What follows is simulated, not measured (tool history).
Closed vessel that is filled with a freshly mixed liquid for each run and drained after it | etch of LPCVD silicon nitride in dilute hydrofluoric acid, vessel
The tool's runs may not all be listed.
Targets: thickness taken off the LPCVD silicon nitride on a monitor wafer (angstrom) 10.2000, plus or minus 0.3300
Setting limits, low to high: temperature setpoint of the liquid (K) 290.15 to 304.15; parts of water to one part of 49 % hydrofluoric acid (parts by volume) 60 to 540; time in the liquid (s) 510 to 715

run	hour	temperature setpoint of the liquid (K)	parts of water to one part of 49 % hydrofluoric acid (parts by volume)	time in the liquid (s)	thickness taken off the LPCVD silicon nitride on a monitor wafer (angstrom)
1	0.0	296.15	300	715	13.2840
2	7.7	295.65	300	715	12.9280
3	15.5	295.65	195	715	19.4470
4	19.6	295.15	205	715	18.0980
5	26.2	294.65	215	715	16.7490
6	32.6	294.15	220	715	15.5660
7	38.9	293.65	225	715	15.0570
8	41.6	293.15	230	715	14.2740
9	45.3	290.15	285	710	9.5220

Below are 4 possible settings for the next run. Only one of them brings all results inside the allowed miss of their targets. Which is it?
A	49.0	290.65	290	715	?
B	49.0	291.65	255	515	?
C	49.0	293.65	310	670	?
D	49.0	291.15	300	670	?

move	thickness taken off the LPCVD silicon nitride on a monitor wafer (angstrom)
A	9.7606
B	8.4889
C	10.3560
D	9.1394
A: closes in on the targets versus the last run, not all within tolerance yet
B: misses by more than the last run did
C: hits every target within its allowed miss
D: misses by more than the last run did
Correct choice: C, which meets every target

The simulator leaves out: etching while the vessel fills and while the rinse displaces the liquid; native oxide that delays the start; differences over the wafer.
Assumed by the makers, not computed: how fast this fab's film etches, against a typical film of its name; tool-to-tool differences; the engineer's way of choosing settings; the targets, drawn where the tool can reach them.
